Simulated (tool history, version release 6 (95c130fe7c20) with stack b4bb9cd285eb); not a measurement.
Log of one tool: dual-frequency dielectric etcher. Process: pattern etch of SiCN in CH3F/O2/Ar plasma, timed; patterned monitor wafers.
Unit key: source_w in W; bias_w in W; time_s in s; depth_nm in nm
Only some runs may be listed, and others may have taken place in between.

Run 1, day 0.000: source_w 430 W, bias_w 92 W, time_s 33.5 s. Result: depth_nm 13.323 nm.
Run 2, day 0.246: source_w 460 W, bias_w 94 W, time_s 33.5 s. Result: depth_nm 13.740 nm.
Run 3, day 0.588: source_w 480 W, bias_w 96 W, time_s 33.5 s. Result: depth_nm 13.998 nm.
Run 4, day 0.683: source_w 500 W, bias_w 98 W, time_s 33.5 s. Result: depth_nm 14.312 nm.
Run 5, day 0.879: source_w 500 W, bias_w 111 W, time_s 33.5 s. Result: depth_nm 14.899 nm.
Run 6, day 1.054: source_w 500 W, bias_w 111 W, time_s 30.5 s. Result: depth_nm 13.501 nm.
Run 7, day 1.142: source_w 520 W, bias_w 114 W, time_s 31.0 s. Result: depth_nm 13.916 nm.

What will run 8 give?
Run 8, day 1.471: source_w 530 W, bias_w 117 W, time_s 31.5 s. Result: depth_nm ?.

depth_nm: 14.373 nm

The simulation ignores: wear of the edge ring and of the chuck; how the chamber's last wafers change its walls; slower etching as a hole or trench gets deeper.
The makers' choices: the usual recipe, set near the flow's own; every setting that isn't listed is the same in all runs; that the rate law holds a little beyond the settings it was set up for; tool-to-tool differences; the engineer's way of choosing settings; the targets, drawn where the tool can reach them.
